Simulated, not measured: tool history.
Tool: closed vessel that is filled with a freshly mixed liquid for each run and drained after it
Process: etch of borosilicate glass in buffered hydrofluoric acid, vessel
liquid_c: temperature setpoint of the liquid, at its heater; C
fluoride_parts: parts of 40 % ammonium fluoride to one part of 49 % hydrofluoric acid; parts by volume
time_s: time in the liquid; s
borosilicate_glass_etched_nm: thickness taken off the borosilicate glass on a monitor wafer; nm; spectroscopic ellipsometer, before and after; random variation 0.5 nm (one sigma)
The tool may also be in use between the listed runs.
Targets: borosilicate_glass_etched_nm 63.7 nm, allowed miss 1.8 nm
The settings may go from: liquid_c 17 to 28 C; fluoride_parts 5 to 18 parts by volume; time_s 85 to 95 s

| run | hour | liquid_c | fluoride_parts | time_s | borosilicate_glass_etched_nm |
|---|---|---|---|---|---|
| 1 | 0 | 20 | 11 | 85 | 83.212 |
| 2 | 2.3 | 22 | 11 | 85 | 93.053 |
| 3 | 3.2 | 22 | 11 | 95 | 104.38 |
| 4 | 6.5 | 21 | 12 | 95 | 90.154 |
| 5 | 14.3 | 21 | 14.5 | 95 | 74.01 |
| 6 | 19.7 | 20.5 | 14.5 | 95 | 72.292 |
| 7 | 22.4 | 20 | 14.5 | 95 | 71.968 |
| 8 | 27.9 | 19.5 | 14.5 | 95 | 69.245 |
| 9 | 35.6 | 19 | 14.5 | 95 | 67.516 |
| 10 | 38.4 | 19 | 14.5 | 95 | 67.384 |

Consider the 5 candidate settings below. Which is the only one whose results all fall within their allowed miss of target?
| A | 41.2 | 18 | 14.5 | 95 | ? |
| B | 41.2 | 20 | 15 | 95 | ? |
| C | 41.2 | 18.5 | 13 | 90 | ? |
| D | 41.2 | 21.5 | 16.5 | 95 | ? |
| E | 41.2 | 21.5 | 14.5 | 85 | ? |

| move | borosilicate_glass_etched_nm |
|---|---|
| A | 63.095 |
| B | 68.138 |
| C | 68.486 |
| D | 67.296 |
| E | 68.435 |
A: all results in spec
B: the biggest miss grows against the last run
C: the biggest miss grows against the last run
D: no better and no worse than the last run
E: the biggest miss grows against the last run
The right move is A.
